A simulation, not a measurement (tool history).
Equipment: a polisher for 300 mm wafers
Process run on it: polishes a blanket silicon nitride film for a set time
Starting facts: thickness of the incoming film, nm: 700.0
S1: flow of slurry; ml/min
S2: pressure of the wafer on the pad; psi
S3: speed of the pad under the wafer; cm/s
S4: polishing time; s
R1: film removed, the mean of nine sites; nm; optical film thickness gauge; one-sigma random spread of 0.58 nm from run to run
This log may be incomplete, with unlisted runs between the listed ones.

run,day,S1,S2,S3,S4,R1
1,0,305,4.7,128,20,65.853
2,0.288,305,4.7,128,18,58.747
3,0.633,305,5.5,128,18,64.79
4,0.688,305,5.5,128,20,72.775
5,0.717,305,6.6,128,20,83.476
6,0.925,305,5.9,126,20,75.483

Estimate the outcome of run 7 from the log above:
7,1.229,305,5.3,124,20,?

Run 7 came out at R1 70.32 nm.

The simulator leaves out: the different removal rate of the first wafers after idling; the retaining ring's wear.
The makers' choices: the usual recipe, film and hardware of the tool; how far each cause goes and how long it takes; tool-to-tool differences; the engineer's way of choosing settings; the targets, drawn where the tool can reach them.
